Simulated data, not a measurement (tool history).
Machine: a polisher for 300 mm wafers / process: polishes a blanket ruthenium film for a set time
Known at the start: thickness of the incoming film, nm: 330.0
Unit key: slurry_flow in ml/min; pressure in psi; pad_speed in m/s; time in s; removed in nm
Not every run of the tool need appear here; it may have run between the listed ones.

run	hour	slurry_flow	pressure	pad_speed	time	removed
1	0.0	275	2.8	1.06	93	129.980
2	1.7	275	2.8	1.06	97	136.460
3	2.7	275	3.5	1.06	97	169.310
4	10.1	275	3.5	1.20	97	190.820
5	16.1	275	3.5	1.20	97	190.240
6	23.8	275	2.9	1.12	97	148.250
7	27.5	275	2.5	1.08	97	124.380
8	34.0	275	2.2	1.06	97	106.720
9	37.8	275	2.0	1.06	97	97.034
10	45.4	275	1.9	1.06	97	93.478
11	53.0	275	1.8	1.06	97	89.750

Run 12 comes next. What will it give?
12	61.6	275	1.7	1.06	97	?

Run 12 gave removed 85.247 nm.

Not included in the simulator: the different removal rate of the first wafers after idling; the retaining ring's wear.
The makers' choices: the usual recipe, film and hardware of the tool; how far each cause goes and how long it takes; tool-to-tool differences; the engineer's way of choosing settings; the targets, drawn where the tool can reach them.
